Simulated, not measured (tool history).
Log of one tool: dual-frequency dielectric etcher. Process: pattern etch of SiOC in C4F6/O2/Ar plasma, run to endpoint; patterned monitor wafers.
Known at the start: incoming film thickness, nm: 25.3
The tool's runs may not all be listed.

{"run": 1, "hour": 0.0, "bias power (W)": 361, "source power (W)": 390, "endpoint time (s)": 9.1192}
{"run": 2, "hour": 5.5, "bias power (W)": 386, "source power (W)": 400, "endpoint time (s)": 8.8932}
{"run": 3, "hour": 13.6, "bias power (W)": 386, "source power (W)": 340, "endpoint time (s)": 9.3021}
{"run": 4, "hour": 21.1, "bias power (W)": 386, "source power (W)": 310, "endpoint time (s)": 9.4701}
{"run": 5, "hour": 26.8, "bias power (W)": 416, "source power (W)": 340, "endpoint time (s)": 9.1049}
{"run": 6, "hour": 28.7, "bias power (W)": 438, "source power (W)": 370, "endpoint time (s)": 8.7257}

Forecast run 7:
{"run": 7, "hour": 34.2, "bias power (W)": 453, "source power (W)": 380, "endpoint time (s)": "?"}

Run 7 gave endpoint time (s) 8.3725.

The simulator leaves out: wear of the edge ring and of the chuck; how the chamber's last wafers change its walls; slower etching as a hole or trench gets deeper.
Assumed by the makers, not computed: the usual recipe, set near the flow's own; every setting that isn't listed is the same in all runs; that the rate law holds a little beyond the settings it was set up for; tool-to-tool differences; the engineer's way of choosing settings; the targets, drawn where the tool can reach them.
